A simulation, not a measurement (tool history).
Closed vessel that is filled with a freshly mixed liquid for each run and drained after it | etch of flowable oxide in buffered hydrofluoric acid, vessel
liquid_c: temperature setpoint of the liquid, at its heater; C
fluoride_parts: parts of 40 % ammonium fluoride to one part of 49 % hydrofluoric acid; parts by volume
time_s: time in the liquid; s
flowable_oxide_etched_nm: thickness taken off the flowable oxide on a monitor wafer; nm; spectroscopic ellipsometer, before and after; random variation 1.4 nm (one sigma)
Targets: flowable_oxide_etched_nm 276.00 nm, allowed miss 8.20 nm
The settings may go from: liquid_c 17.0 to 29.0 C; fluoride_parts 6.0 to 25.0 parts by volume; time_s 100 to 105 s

| run | hour | liquid_c | fluoride_parts | time_s | flowable_oxide_etched_nm |
|---|---|---|---|---|---|
| 1 | 0.0 | 21.0 | 15.5 | 100 | 219.36 |
| 2 | 6.2 | 21.0 | 18.0 | 100 | 188.39 |
| 3 | 14.8 | 21.0 | 21.5 | 100 | 161.26 |
| 4 | 15.7 | 22.0 | 21.0 | 100 | 173.06 |
| 5 | 21.8 | 23.0 | 21.0 | 100 | 183.72 |
| 6 | 25.6 | 23.5 | 21.0 | 100 | 186.03 |
| 7 | 34.7 | 24.0 | 20.5 | 100 | 196.45 |
| 8 | 41.7 | 28.0 | 19.0 | 100 | 262.66 |

5 next moves are on the table. One of them brings every result within its allowed miss. Which?
| A | 48.7 | 27.5 | 17.5 | 100 | ? |
| B | 48.7 | 27.5 | 18.5 | 100 | ? |
| C | 48.7 | 27.5 | 19.5 | 105 | ? |
| D | 48.7 | 29.0 | 22.5 | 105 | ? |
| E | 48.7 | 28.5 | 20.0 | 100 | ? |

| move | flowable_oxide_etched_nm |
|---|---|
| A | 275.82 |
| B | 261.15 |
| C | 260.36 |
| D | 253.79 |
| E | 255.12 |
A: meets every target
B: further off than the last run
C: further off than the last run
D: further off than the last run
E: further off than the last run
Answer: A
